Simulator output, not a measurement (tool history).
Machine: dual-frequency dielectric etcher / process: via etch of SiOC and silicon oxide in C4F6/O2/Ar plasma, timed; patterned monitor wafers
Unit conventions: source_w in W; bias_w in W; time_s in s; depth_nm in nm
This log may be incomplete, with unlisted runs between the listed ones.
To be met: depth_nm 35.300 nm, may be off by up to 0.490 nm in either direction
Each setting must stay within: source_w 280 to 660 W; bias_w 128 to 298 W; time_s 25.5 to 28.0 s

run 1 day=0.000 | source_w=470 bias_w=213 time_s=28.0 | depth_nm=39.604
run 2 day=0.050 | source_w=470 bias_w=213 time_s=28.0 | depth_nm=39.560
run 3 day=0.283 | source_w=520 bias_w=213 time_s=28.0 | depth_nm=40.899
run 4 day=0.438 | source_w=490 bias_w=211 time_s=28.0 | depth_nm=40.046
run 5 day=0.500 | source_w=570 bias_w=211 time_s=28.0 | depth_nm=42.353
run 6 day=0.550 | source_w=530 bias_w=209 time_s=28.0 | depth_nm=41.263
run 7 day=0.721 | source_w=500 bias_w=207 time_s=28.0 | depth_nm=40.136
run 8 day=0.917 | source_w=400 bias_w=199 time_s=28.0 | depth_nm=36.189

5 candidate next runs follow, results not yet known. Just one meets every target within its allowed miss. Identify it.
run A day=1.112 | source_w=390 bias_w=205 time_s=28.0 | depth_nm=?
run B day=1.112 | source_w=380 bias_w=185 time_s=27.0 | depth_nm=?
run C day=1.112 | source_w=450 bias_w=202 time_s=27.0 | depth_nm=?
run D day=1.112 | source_w=420 bias_w=217 time_s=27.0 | depth_nm=?
run E day=1.112 | source_w=420 bias_w=205 time_s=26.5 | depth_nm=?

move=A depth_nm=36.255
move=B depth_nm=33.616
move=C depth_nm=36.756
move=D depth_nm=36.556
move=E depth_nm=35.290
A: moves away from the targets compared with the last run
B: takes the result that was furthest off past its target
C: moves away from the targets compared with the last run
D: moves away from the targets compared with the last run
E: in spec on every target
So the answer is move E, the one that meets all the targets.

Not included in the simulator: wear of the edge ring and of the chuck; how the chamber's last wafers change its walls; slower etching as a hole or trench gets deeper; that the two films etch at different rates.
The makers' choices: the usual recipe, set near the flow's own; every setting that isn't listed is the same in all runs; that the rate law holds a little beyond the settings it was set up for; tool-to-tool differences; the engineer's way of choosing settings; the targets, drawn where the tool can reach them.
